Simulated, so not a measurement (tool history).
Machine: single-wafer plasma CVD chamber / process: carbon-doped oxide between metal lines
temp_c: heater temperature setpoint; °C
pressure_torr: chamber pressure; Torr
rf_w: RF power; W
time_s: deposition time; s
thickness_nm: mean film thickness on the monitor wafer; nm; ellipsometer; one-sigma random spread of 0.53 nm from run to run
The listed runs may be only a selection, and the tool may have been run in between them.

{"run": 1, "hour": 0.0, "temp_c": 330, "pressure_torr": 6.73, "rf_w": 385, "time_s": 24.9, "thickness_nm": 118.08}
{"run": 2, "hour": 5.7, "temp_c": 333, "pressure_torr": 6.59, "rf_w": 360, "time_s": 24.9, "thickness_nm": 108.61}
{"run": 3, "hour": 10.9, "temp_c": 336, "pressure_torr": 6.42, "rf_w": 350, "time_s": 24.9, "thickness_nm": 103.91}
{"run": 4, "hour": 16.1, "temp_c": 339, "pressure_torr": 6.25, "rf_w": 345, "time_s": 24.9, "thickness_nm": 101.55}
{"run": 5, "hour": 24.6, "temp_c": 339, "pressure_torr": 5.19, "rf_w": 345, "time_s": 24.9, "thickness_nm": 99.7}
{"run": 6, "hour": 33.0, "temp_c": 339, "pressure_torr": 5.97, "rf_w": 345, "time_s": 24.9, "thickness_nm": 100.8}
{"run": 7, "hour": 41.4, "temp_c": 341, "pressure_torr": 5.86, "rf_w": 340, "time_s": 24.9, "thickness_nm": 99.568}
{"run": 8, "hour": 46.5, "temp_c": 342, "pressure_torr": 5.73, "rf_w": 335, "time_s": 24.9, "thickness_nm": 96.688}
{"run": 9, "hour": 49.1, "temp_c": 344, "pressure_torr": 5.65, "rf_w": 335, "time_s": 24.9, "thickness_nm": 96.013}

Run 10 has not been measured yet. What should we expect?
{"run": 10, "hour": 50.7, "temp_c": 345, "pressure_torr": 5.58, "rf_w": 335, "time_s": 24.9, "thickness_nm": "?"}

thickness_nm: 96.157 nm

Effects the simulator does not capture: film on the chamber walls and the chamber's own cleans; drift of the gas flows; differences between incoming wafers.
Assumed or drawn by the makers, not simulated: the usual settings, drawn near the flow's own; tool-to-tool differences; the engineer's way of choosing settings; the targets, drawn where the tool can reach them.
